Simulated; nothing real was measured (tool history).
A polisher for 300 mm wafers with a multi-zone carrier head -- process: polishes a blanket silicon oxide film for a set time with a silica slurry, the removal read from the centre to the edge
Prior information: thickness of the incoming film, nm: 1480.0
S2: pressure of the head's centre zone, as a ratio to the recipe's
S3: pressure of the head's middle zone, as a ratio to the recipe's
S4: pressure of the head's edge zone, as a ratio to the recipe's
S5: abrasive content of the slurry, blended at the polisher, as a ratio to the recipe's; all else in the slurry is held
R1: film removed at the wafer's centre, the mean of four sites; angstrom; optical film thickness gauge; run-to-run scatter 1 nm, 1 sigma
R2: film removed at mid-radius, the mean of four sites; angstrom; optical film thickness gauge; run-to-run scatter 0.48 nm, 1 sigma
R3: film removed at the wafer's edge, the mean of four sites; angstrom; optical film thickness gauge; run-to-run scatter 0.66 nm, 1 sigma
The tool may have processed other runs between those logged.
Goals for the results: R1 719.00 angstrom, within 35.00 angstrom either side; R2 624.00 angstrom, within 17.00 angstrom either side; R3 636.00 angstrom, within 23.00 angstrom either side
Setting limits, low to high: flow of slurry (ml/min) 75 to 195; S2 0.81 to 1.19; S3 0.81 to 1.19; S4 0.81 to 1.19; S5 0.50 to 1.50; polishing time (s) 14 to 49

Run 1, day 0.000: flow of slurry (ml/min) 125, S2 1.00, S3 1.00, S4 1.00, S5 1.00, polishing time (s) 31. Result: R1 1124.40 angstrom, R2 1137.10 angstrom, R3 1123.20 angstrom.
Run 2, day 0.254: flow of slurry (ml/min) 125, S2 0.93, S3 1.00, S4 1.00, S5 1.00, polishing time (s) 31. Result: R1 1050.00 angstrom, R2 1122.60 angstrom, R3 1122.20 angstrom.
Run 3, day 0.596: flow of slurry (ml/min) 125, S2 0.93, S3 1.00, S4 1.00, S5 0.85, polishing time (s) 31. Result: R1 932.91 angstrom, R2 1021.70 angstrom, R3 997.46 angstrom.
Run 4, day 0.942: flow of slurry (ml/min) 125, S2 0.93, S3 1.00, S4 1.00, S5 0.75, polishing time (s) 31. Result: R1 837.63 angstrom, R2 923.53 angstrom, R3 906.54 angstrom.
Run 5, day 1.246: flow of slurry (ml/min) 125, S2 1.01, S3 1.00, S4 1.00, S5 0.75, polishing time (s) 31. Result: R1 940.05 angstrom, R2 909.56 angstrom, R3 891.76 angstrom.
Run 6, day 1.558: flow of slurry (ml/min) 120, S2 1.01, S3 0.98, S4 0.98, S5 0.70, polishing time (s) 31. Result: R1 855.09 angstrom, R2 839.28 angstrom, R3 855.55 angstrom.
Run 7, day 1.617: flow of slurry (ml/min) 120, S2 1.03, S3 0.98, S4 0.96, S5 0.65, polishing time (s) 31. Result: R1 807.68 angstrom, R2 773.09 angstrom, R3 767.73 angstrom.
Run 8, day 1.638: flow of slurry (ml/min) 115, S2 1.04, S3 0.97, S4 0.94, S5 0.65, polishing time (s) 31. Result: R1 804.20 angstrom, R2 754.32 angstrom, R3 751.39 angstrom.
Run 9, day 1.892: flow of slurry (ml/min) 110, S2 1.05, S3 0.96, S4 0.93, S5 0.65, polishing time (s) 31. Result: R1 788.62 angstrom, R2 750.94 angstrom, R3 744.80 angstrom.
Run 10, day 1.992: flow of slurry (ml/min) 105, S2 1.06, S3 0.95, S4 0.91, S5 0.65, polishing time (s) 31. Result: R1 827.75 angstrom, R2 727.65 angstrom, R3 736.84 angstrom.
Run 11, day 2.062: flow of slurry (ml/min) 105, S2 1.06, S3 0.94, S4 0.90, S5 0.65, polishing time (s) 31. Result: R1 796.44 angstrom, R2 728.10 angstrom, R3 742.34 angstrom.
Run 12, day 2.279: flow of slurry (ml/min) 100, S2 1.07, S3 0.94, S4 0.89, S5 0.65, polishing time (s) 31. Result: R1 796.92 angstrom, R2 718.72 angstrom, R3 719.24 angstrom.
Run 13, day 2.542: flow of slurry (ml/min) 100, S2 1.07, S3 0.93, S4 0.88, S5 0.65, polishing time (s) 31. Result: R1 801.68 angstrom, R2 709.34 angstrom, R3 735.63 angstrom.
Run 14, day 2.583: flow of slurry (ml/min) 100, S2 1.07, S3 0.93, S4 0.88, S5 0.65, polishing time (s) 31. Result: R1 794.64 angstrom, R2 708.35 angstrom, R3 719.45 angstrom.
Run 15, day 2.604: flow of slurry (ml/min) 100, S2 1.07, S3 0.93, S4 0.87, S5 0.65, polishing time (s) 31. Result: R1 821.03 angstrom, R2 710.12 angstrom, R3 725.21 angstrom.
Run 16, day 2.804: flow of slurry (ml/min) 95, S2 1.07, S3 0.93, S4 0.87, S5 0.65, polishing time (s) 31. Result: R1 793.71 angstrom, R2 703.15 angstrom, R3 717.08 angstrom.
Run 17, day 3.017: flow of slurry (ml/min) 95, S2 1.07, S3 0.93, S4 0.86, S5 0.65, polishing time (s) 31. Result: R1 789.28 angstrom, R2 703.92 angstrom, R3 712.84 angstrom.
Run 18, day 3.350: flow of slurry (ml/min) 95, S2 1.07, S3 0.93, S4 0.85, S5 0.65, polishing time (s) 31. Result: R1 767.68 angstrom, R2 707.63 angstrom, R3 724.77 angstrom.
Run 19, day 3.471: flow of slurry (ml/min) 95, S2 1.08, S3 0.93, S4 0.85, S5 0.65, polishing time (s) 31. Result: R1 821.86 angstrom, R2 704.68 angstrom, R3 703.98 angstrom.

5 next moves are on the table. One of them brings every result within its allowed miss. Which?
Run A, day 3.592: flow of slurry (ml/min) 80, S2 1.19, S3 0.81, S4 0.96, S5 0.85, polishing time (s) 26. Result: R1 ?, R2 ?, R3 ?.
Run B, day 3.592: flow of slurry (ml/min) 105, S2 1.07, S3 1.11, S4 0.81, S5 0.55, polishing time (s) 34. Result: R1 ?, R2 ?, R3 ?.
Run C, day 3.592: flow of slurry (ml/min) 95, S2 0.87, S3 0.94, S4 0.91, S5 0.55, polishing time (s) 45. Result: R1 ?, R2 ?, R3 ?.
Run D, day 3.592: flow of slurry (ml/min) 95, S2 1.06, S3 0.87, S4 0.92, S5 0.70, polishing time (s) 25. Result: R1 ?, R2 ?, R3 ?.
Run E, day 3.592: flow of slurry (ml/min) 130, S2 1.05, S3 0.88, S4 0.82, S5 0.70, polishing time (s) 25. Result: R1 ?, R2 ?, R3 ?.

move      R1      R2      R3
   A  880.62  636.68  770.55
   B  717.45  742.92  622.61
   C  749.66  835.32  856.54
   D  671.13  574.35  632.44
   E  718.31  620.62  629.22
A: puts the biggest miss on target and leaves a different result outside tolerance
B: the biggest miss grows against the last run
C: the biggest miss grows against the last run
D: takes the result that was furthest off past its target
E: in spec on every target
Correct choice: E, which meets every target
